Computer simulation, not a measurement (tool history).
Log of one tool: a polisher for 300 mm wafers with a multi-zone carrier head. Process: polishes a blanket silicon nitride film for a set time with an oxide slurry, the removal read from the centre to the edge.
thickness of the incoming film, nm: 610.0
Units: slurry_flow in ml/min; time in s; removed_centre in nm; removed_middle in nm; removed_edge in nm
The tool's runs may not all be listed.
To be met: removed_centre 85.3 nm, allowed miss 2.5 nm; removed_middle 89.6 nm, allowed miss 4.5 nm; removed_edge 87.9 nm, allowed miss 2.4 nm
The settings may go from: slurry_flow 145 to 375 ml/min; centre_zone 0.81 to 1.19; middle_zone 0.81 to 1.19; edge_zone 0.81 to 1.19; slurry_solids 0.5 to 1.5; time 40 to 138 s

run	hour	slurry_flow	centre_zone	middle_zone	edge_zone	slurry_solids	time	removed_centre	removed_middle	removed_edge
1	0	240	1	1	1	1	88	61.72	64.498	63.066
2	2.2	240	1	1.06	1	1	88	61.64	67.055	62.144
3	11	250	1.01	1.06	1.04	1.15	89	66.789	72.525	68.759
4	16.1	250	1.01	1.06	1.04	1.05	89	64.592	69.432	65.987
5	22.4	260	1.03	1.07	1.07	1.2	90	69.74	75.358	72.009
6	24.5	260	1.03	1.07	1.07	1.1	90	66.727	72.454	70.114
7	32.8	275	1.07	1.09	1.1	1.2	90	73.127	77.207	73.027
8	39.4	280	1.08	1.09	1.12	1.3	91	77.775	81.302	77.133
9	41.7	285	1.08	1.09	1.14	1.35	92	79.313	80.705	79.083
10	45.6	285	1.07	1.1	1.15	1.4	93	80.746	86.14	81.515
11	48.7	285	1.07	1.1	1.15	1.4	93	80.703	86.094	81.438
12	57.7	290	1.07	1.09	1.16	1.45	94	82.827	85.103	84.673

Which of these 4 next moves meets every target?
A	66.7	285	1.07	1.12	1.16	1.5	104	?	?	?
B	66.7	370	1.04	1.06	1.15	1.35	99	?	?	?
C	66.7	265	1.18	0.97	1.19	1.35	99	?	?	?
D	66.7	295	1	0.97	1.19	1.45	96	?	?	?

move	removed_centre	removed_middle	removed_edge
A	93.971	100.33	95.037
B	86.137	90.117	88.623
C	94.259	80.815	88.062
D	80.354	81.365	88.324
A: takes the result that was furthest off past its target
B: meets every target
C: brings the result that was furthest off to its target, and leaves another outside
D: brings the result that was furthest off to its target, and leaves another outside
The right move is B.

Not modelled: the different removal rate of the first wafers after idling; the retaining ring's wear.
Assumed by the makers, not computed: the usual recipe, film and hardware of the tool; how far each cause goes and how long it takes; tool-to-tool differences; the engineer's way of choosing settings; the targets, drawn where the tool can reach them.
